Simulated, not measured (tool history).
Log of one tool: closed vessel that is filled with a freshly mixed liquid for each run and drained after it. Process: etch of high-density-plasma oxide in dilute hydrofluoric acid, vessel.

run,hour,temperature setpoint of the liquid (K),parts of water to one part of 49 % hydrofluoric acid (parts by volume),time in the liquid (s),thickness taken off the high-density-plasma oxide on a monitor wafer (angstrom)
1,0,293.15,175,155,39.489
2,2.9,293.15,225,155,29.499
3,5,291.15,225,155,27.122
4,12.5,290.15,225,155,26.173
5,20.3,290.15,180,155,34.292
6,27.9,291.65,175,155,37.267

Run 7 comes next. What will it give?
7,36.4,292.65,170,155,?

{"run 7": {"thickness taken off the high-density-plasma oxide on a monitor wafer (angstrom)": 40.708}}
